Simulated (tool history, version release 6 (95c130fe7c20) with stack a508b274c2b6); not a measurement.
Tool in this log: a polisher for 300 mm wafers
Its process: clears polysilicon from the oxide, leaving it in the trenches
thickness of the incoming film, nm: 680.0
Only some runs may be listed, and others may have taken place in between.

run  hour  flow of slurry (ml/min)  pressure of the wafer on the pad (psi)  speed of the pad under the wafer (cm/s)  overpolish time after the end point (s)  time until the end point was called (s)  dishing of a wide line in a test structure (nm)
  1   0.0                      315                                     1.7                                      122                                       29                                   77.122                                           42.029
  2   5.8                      345                                     1.7                                      122                                       29                                   75.771                                           43.460
  3   6.5                      300                                     1.4                                      104                                       28                                  106.170                                           42.812
  4   7.4                      380                                     1.4                                      104                                       28                                  104.850                                           41.393
  5   8.5                      380                                     1.4                                      104                                       18                                  105.400                                           39.822
  6  17.0                      380                                     1.2                                       90                                       17                                  143.910                                           37.721

Run 7 comes next. What will it give?
  7  21.4                      370                                     1.1                                       84                                       20                                        ?                                                ?

time until the end point was called (s): 161.270
dishing of a wide line in a test structure (nm): 37.642
